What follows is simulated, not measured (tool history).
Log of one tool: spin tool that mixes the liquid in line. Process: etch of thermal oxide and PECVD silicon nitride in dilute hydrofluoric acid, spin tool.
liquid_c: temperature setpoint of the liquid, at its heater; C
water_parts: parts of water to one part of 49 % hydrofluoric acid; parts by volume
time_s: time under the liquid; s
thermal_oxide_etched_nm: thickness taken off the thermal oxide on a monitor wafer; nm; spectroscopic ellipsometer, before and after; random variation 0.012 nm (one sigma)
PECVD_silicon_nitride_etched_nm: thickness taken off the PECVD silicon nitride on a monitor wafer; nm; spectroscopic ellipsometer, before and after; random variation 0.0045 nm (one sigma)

run	hour	liquid_c	water_parts	time_s	thermal_oxide_etched_nm	PECVD_silicon_nitride_etched_nm
1	0.0	24.0	85	180	8.9950	3.1346
2	8.2	27.0	85	180	10.1820	3.8404
3	14.6	27.0	85	105	5.8941	2.2357
4	16.3	24.0	95	105	4.6267	1.6404
5	20.7	24.0	95	175	7.7627	2.7272
6	21.7	22.0	110	165	5.6646	1.9607
7	27.8	20.5	120	150	4.4210	1.4790
8	28.5	19.5	125	140	3.7829	1.2407

Run 9 comes next. What will it give?
9	30.2	19.0	130	130	?	?

Run 9 gave thermal_oxide_etched_nm 3.3178 nm, PECVD_silicon_nitride_etched_nm 1.0667 nm.

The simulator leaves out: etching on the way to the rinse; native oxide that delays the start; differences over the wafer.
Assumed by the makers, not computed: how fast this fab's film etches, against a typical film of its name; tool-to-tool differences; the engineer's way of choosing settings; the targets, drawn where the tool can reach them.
